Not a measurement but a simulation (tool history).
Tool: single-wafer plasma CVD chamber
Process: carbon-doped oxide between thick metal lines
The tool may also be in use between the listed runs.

run  hour  heater temperature setpoint (°C)  chamber pressure (Torr)  RF power (kW)  deposition time (s)  mean film thickness on the monitor wafer (nm)
  1   0.0                               340                     5.88          0.640                  265                                         1666.2
  2   8.6                               336                     6.30          0.655                  265                                         1727.8
  3  15.8                               336                     5.69          0.655                  265                                         1702.5
  4  17.9                               336                     5.69          0.705                  265                                         1772.7
  5  21.5                               336                     5.69          0.650                  265                                         1696.8
  6  22.8                               336                     4.64          0.650                  265                                         1650.9

Predict the results of run 7:
  7  30.8                               333                     5.14          0.670                  265                                              ?

Run 7 yielded mean film thickness on the monitor wafer (nm) 1712.4.
